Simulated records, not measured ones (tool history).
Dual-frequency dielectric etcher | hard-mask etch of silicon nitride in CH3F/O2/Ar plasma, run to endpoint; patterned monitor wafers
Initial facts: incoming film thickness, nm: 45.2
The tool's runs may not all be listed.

run,hour,source power (W),bias power (W),endpoint time (s)
1,0.0,390,59,72.416
2,9.0,450,59,66.677
3,16.4,410,57,70.064
4,22.8,380,55,73.847
5,23.6,360,54,77.049
6,26.5,400,54,73.246
7,28.0,380,53,75.565
8,29.2,360,52,77.600

Forecast run 9:
9,38.0,350,51,?

{"run 9": {"endpoint time (s)": 79.348}}
